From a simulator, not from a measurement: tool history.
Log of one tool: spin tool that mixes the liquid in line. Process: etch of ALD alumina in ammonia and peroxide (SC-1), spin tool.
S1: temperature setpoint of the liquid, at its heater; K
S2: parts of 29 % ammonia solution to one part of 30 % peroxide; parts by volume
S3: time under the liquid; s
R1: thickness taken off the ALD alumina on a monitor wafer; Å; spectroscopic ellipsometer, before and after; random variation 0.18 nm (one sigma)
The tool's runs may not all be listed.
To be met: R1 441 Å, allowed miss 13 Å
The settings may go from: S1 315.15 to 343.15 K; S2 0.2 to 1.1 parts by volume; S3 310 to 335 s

run  hour      S1    S2   S3      R1
  1     0  331.15   0.6  310  267.85
  2   4.3  331.15  0.45  310  259.87
  3   7.1  334.15  0.45  310  306.57
  4    16  334.15  0.45  310  302.94
  5  18.7  335.65  0.45  310  328.34
  6    26  338.15  0.45  310  369.43
  7  27.7  338.65  0.45  310  383.32
  8  28.9  338.65  0.45  310  380.29
  9  32.3  339.15  0.45  310  388.52
 10  34.2  339.65  0.45  310  400.58
 11  36.4  340.15  0.45  310  405.68

Which of these 4 next moves meets every target?
  A  38.6  342.65  0.45  315   ?
  B  38.6  341.65   0.5  335   ?
  C  38.6  341.15  0.45  315   ?
  D  38.6  341.15  0.75  330   ?

move      R1
   A  471.35
   B   482.4
   C  438.36
   D  481.83
A: takes the result that was furthest off past its target
B: takes the result that was furthest off past its target
C: meets every target
D: takes the result that was furthest off past its target
Answer: C

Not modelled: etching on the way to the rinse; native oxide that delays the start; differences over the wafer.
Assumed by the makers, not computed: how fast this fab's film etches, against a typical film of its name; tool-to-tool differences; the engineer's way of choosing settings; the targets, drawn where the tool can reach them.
